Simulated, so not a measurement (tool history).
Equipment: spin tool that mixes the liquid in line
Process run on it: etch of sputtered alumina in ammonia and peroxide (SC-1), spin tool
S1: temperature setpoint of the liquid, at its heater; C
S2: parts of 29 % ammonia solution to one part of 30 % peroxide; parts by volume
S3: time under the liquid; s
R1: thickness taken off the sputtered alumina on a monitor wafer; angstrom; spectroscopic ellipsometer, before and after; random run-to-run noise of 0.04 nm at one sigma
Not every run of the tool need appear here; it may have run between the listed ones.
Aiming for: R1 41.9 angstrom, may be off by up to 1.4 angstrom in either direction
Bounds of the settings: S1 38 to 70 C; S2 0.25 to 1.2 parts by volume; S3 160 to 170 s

Run 1, hour 0: S1 54 C, S2 0.95 parts by volume, S3 160 s. Result: R1 72.947 angstrom.
Run 2, hour 8.3: S1 50.5 C, S2 0.95 parts by volume, S3 160 s. Result: R1 60.197 angstrom.
Run 3, hour 14.7: S1 48.5 C, S2 0.95 parts by volume, S3 160 s. Result: R1 54.754 angstrom.
Run 4, hour 18.9: S1 48.5 C, S2 0.85 parts by volume, S3 160 s. Result: R1 54.454 angstrom.
Run 5, hour 23: S1 48.5 C, S2 0.85 parts by volume, S3 170 s. Result: R1 56.883 angstrom.
Run 6, hour 30.1: S1 46.5 C, S2 0.85 parts by volume, S3 170 s. Result: R1 51.638 angstrom.
Run 7, hour 36.6: S1 45.5 C, S2 0.85 parts by volume, S3 170 s. Result: R1 48.484 angstrom.
Run 8, hour 44.3: S1 44.5 C, S2 0.85 parts by volume, S3 170 s. Result: R1 45.841 angstrom.
Run 9, hour 52.3: S1 44 C, S2 0.85 parts by volume, S3 170 s. Result: R1 44.63 angstrom.

5 next moves are on the table. One of them brings every result within its allowed miss. Which?
Run A, hour 60.3: S1 45.5 C, S2 1 parts by volume, S3 170 s. Result: R1 ?.
Run B, hour 60.3: S1 45.5 C, S2 0.8 parts by volume, S3 165 s. Result: R1 ?.
Run C, hour 60.3: S1 43 C, S2 0.7 parts by volume, S3 160 s. Result: R1 ?.
Run D, hour 60.3: S1 46 C, S2 0.7 parts by volume, S3 170 s. Result: R1 ?.
Run E, hour 60.3: S1 43.5 C, S2 0.9 parts by volume, S3 165 s. Result: R1 ?.

move      R1
   A  49.791
   B   47.31
   C  39.257
   D  49.511
   E  42.678
A: misses by more than the last run did
B: misses by more than the last run did
C: moves the result that the last run missed by most past its target, out the other side
D: misses by more than the last run did
E: hits every target within its allowed miss
E is the move that brings every result within its allowed miss.

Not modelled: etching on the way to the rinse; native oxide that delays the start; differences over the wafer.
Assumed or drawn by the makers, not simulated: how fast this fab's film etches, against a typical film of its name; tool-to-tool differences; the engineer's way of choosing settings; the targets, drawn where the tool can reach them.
